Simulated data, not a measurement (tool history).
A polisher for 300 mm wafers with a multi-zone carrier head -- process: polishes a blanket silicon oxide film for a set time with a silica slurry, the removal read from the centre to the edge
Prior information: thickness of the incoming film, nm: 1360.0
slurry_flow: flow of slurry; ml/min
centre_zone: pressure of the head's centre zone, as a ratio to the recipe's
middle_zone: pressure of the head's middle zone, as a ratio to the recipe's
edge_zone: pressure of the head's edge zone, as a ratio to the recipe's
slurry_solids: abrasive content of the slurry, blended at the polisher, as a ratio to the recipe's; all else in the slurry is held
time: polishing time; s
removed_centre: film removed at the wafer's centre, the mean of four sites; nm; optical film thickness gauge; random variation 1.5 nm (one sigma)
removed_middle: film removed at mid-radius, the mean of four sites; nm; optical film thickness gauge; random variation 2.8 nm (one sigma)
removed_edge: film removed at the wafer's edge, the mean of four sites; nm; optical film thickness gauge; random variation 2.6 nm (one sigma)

run  hour  slurry_flow  centre_zone  middle_zone  edge_zone  slurry_solids  time  removed_centre  removed_middle  removed_edge
  1   0.0          150         1.00         1.00       1.00           1.00    31          134.28          138.20        140.24
  2   5.0          165         1.03         1.05       1.02           1.15    32          151.41          153.52        154.08
  3  10.9          165         1.03         1.10       1.02           1.15    32          150.75          158.57        155.73
  4  18.3          165         1.03         1.07       1.02           1.15    32          151.89          157.08        154.05
  5  22.5          175         1.04         1.10       1.00           1.25    34          168.58          173.32        170.90
  6  28.0          175         1.11         1.10       1.00           1.25    34          178.75          175.75        172.09

What will run 7 give?
  7  30.4          180         1.10         1.13       0.94           1.30    36               ?               ?             ?

For run 7 the tool returned removed_centre 194.67 nm, removed_middle 197.50 nm, removed_edge 178.46 nm.
